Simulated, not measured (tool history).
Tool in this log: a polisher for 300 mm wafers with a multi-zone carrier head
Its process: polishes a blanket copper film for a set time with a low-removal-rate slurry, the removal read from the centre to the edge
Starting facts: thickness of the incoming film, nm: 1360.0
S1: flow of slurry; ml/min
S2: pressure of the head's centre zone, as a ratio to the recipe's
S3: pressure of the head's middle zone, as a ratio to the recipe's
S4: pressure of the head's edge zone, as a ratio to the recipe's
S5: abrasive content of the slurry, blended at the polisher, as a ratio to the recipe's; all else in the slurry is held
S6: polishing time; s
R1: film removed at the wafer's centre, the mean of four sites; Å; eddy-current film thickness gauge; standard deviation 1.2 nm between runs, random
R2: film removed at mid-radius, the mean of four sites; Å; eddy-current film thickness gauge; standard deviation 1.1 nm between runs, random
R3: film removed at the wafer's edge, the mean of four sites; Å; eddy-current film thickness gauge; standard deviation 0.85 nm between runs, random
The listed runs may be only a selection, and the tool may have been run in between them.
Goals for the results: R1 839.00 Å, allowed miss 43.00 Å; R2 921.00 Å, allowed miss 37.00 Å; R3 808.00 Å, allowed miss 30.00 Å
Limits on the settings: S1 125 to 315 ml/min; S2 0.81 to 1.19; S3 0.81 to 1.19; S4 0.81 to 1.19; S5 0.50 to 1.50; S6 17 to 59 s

| run | hour | S1 | S2 | S3 | S4 | S5 | S6 | R1 | R2 | R3 |
|---|---|---|---|---|---|---|---|---|---|---|
| 1 | 0.0 | 205 | 1.00 | 1.00 | 1.00 | 1.00 | 38 | 691.29 | 701.62 | 702.76 |
| 2 | 1.4 | 215 | 1.02 | 1.04 | 1.01 | 1.10 | 38 | 716.08 | 718.88 | 714.64 |
| 3 | 9.8 | 215 | 1.02 | 1.04 | 1.01 | 1.10 | 29 | 551.07 | 552.40 | 543.86 |
| 4 | 17.9 | 215 | 1.02 | 1.04 | 1.08 | 1.10 | 29 | 543.13 | 546.14 | 577.63 |
| 5 | 25.0 | 215 | 1.10 | 1.04 | 1.08 | 1.10 | 29 | 582.58 | 548.74 | 571.22 |
| 6 | 28.3 | 220 | 1.09 | 1.08 | 1.06 | 1.15 | 32 | 641.05 | 634.70 | 629.14 |
| 7 | 29.2 | 225 | 1.09 | 1.11 | 1.05 | 1.20 | 34 | 695.43 | 693.08 | 667.85 |
| 8 | 34.6 | 230 | 1.08 | 1.13 | 1.04 | 1.25 | 35 | 731.69 | 729.31 | 689.33 |
| 9 | 42.2 | 230 | 1.06 | 1.14 | 1.03 | 1.25 | 36 | 719.40 | 755.10 | 701.96 |
| 10 | 46.4 | 235 | 1.06 | 1.15 | 1.02 | 1.30 | 37 | 762.49 | 778.67 | 730.11 |

Consider the 4 candidate settings below. Which is the only one whose results all fall within their allowed miss of target?
| A | 50.6 | 185 | 1.01 | 1.15 | 0.93 | 1.45 | 43 | ? | ? | ? |
| B | 50.6 | 250 | 0.86 | 0.82 | 1.19 | 1.50 | 37 | ? | ? | ? |
| C | 50.6 | 215 | 0.86 | 0.88 | 1.19 | 1.50 | 41 | ? | ? | ? |
| D | 50.6 | 240 | 1.14 | 1.10 | 0.97 | 1.00 | 36 | ? | ? | ? |

| move | R1 | R2 | R3 |
|---|---|---|---|
| A | 854.02 | 919.54 | 807.89 |
| B | 681.30 | 660.52 | 820.69 |
| C | 738.61 | 751.48 | 895.17 |
| D | 758.88 | 712.52 | 653.59 |
A: each result inside its tolerance
B: the biggest miss grows against the last run
C: the biggest miss grows against the last run
D: the biggest miss grows against the last run
The move that meets every target is A.
